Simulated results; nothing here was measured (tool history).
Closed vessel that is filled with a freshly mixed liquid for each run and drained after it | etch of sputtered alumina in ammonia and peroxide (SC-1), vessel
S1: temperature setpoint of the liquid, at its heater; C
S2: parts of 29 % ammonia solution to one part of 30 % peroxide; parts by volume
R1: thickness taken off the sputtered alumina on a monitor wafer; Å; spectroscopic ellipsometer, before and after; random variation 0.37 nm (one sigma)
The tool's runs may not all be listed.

{"run": 1, "day": 0.0, "S1": 61, "S2": 0.4, "time in the liquid (s)": 395, "R1": 678.54}
{"run": 2, "day": 0.217, "S1": 61, "S2": 0.4, "time in the liquid (s)": 395, "R1": 681.75}
{"run": 3, "day": 0.304, "S1": 61.5, "S2": 0.4, "time in the liquid (s)": 395, "R1": 695.85}
{"run": 4, "day": 0.383, "S1": 61.5, "S2": 0.35, "time in the liquid (s)": 395, "R1": 695.15}
{"run": 5, "day": 0.717, "S1": 54.5, "S2": 0.35, "time in the liquid (s)": 395, "R1": 478.37}
{"run": 6, "day": 0.846, "S1": 54.5, "S2": 0.35, "time in the liquid (s)": 425, "R1": 515.66}

Run 7 comes next. What will it give?
{"run": 7, "day": 1.058, "S1": 56.5, "S2": 0.35, "time in the liquid (s)": 425, "R1": "?"}

R1: 574.37 Å

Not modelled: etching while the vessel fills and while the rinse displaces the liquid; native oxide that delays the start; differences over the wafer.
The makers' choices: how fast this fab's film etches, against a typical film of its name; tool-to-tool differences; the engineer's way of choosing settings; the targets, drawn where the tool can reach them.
